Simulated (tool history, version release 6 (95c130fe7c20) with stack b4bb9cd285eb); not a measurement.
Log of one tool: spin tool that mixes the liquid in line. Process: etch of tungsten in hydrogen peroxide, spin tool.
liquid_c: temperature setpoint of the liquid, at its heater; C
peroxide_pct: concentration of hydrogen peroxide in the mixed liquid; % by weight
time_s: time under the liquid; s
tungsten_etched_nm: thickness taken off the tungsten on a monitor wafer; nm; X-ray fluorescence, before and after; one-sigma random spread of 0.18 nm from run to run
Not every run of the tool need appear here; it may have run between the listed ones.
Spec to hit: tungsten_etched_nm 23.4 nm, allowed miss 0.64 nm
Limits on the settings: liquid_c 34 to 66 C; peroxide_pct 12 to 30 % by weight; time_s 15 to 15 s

| run | day | liquid_c | peroxide_pct | time_s | tungsten_etched_nm |
|---|---|---|---|---|---|
| 1 | 0 | 50 | 21 | 15 | 34.151 |
| 2 | 0.346 | 49.5 | 21 | 15 | 32.476 |
| 3 | 0.512 | 49 | 21 | 15 | 31.832 |
| 4 | 0.6 | 52 | 21 | 15 | 38.34 |
| 5 | 0.95 | 48 | 21 | 15 | 30.212 |
| 6 | 1.217 | 54.5 | 21 | 15 | 44.05 |
| 7 | 1.508 | 53.5 | 21 | 15 | 41.971 |
| 8 | 1.762 | 52.5 | 21 | 15 | 39.981 |
| 9 | 2.125 | 51.5 | 21 | 15 | 37.422 |
| 10 | 2.488 | 43.5 | 21 | 15 | 22.364 |

Of the 5 settings listed for the next run, only one would bring every result within its allowed miss of target. Which one?
| A | 2.85 | 44.5 | 19.5 | 15 | ? |
| B | 2.85 | 43.5 | 20 | 15 | ? |
| C | 2.85 | 44.5 | 17.5 | 15 | ? |
| D | 2.85 | 41 | 25.5 | 15 | ? |
| E | 2.85 | 43 | 22 | 15 | ? |

| move | tungsten_etched_nm |
|---|---|
| A | 23.14 |
| B | 21.994 |
| C | 21.921 |
| D | 21.154 |
| E | 22.344 |
A: hits every target within its allowed miss
B: lands further from the targets than the last run did
C: lands further from the targets than the last run did
D: lands further from the targets than the last run did
E: roughly where the last run was
So the answer is move A, the one that meets all the targets.

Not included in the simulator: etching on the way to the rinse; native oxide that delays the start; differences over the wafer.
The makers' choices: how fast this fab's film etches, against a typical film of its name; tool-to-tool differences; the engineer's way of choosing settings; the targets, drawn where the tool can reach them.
